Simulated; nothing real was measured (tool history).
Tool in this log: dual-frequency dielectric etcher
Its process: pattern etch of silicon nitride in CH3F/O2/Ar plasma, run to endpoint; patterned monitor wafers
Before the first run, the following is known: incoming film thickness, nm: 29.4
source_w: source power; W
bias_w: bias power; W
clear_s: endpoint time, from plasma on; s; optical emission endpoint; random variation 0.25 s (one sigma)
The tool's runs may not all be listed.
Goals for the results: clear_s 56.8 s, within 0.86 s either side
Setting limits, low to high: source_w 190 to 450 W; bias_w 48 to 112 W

run    day  source_w  bias_w  clear_s
  1      0       320      80   45.276
  2  0.217       260      80   48.353
  3  0.296       290      80   46.568
  4  0.371       260      74    49.69
  5  0.583       240      70   52.186
  6  0.671       230      68   53.408
  7  0.708       220      67   54.741
  8  0.975       210      67   55.796

Consider the 4 candidate settings below. Which is the only one whose results all fall within their allowed miss of target?
  A  1.242       200      68        ?
  B  1.242       230      64        ?
  C  1.242       210      74        ?
  D  1.242       270      58        ?

move  clear_s
   A   56.507
   B   54.951
   C   53.802
   D   53.693
A: meets every target
B: moves away from the targets compared with the last run
C: moves away from the targets compared with the last run
D: moves away from the targets compared with the last run
So the answer is move A, the one that meets all the targets.
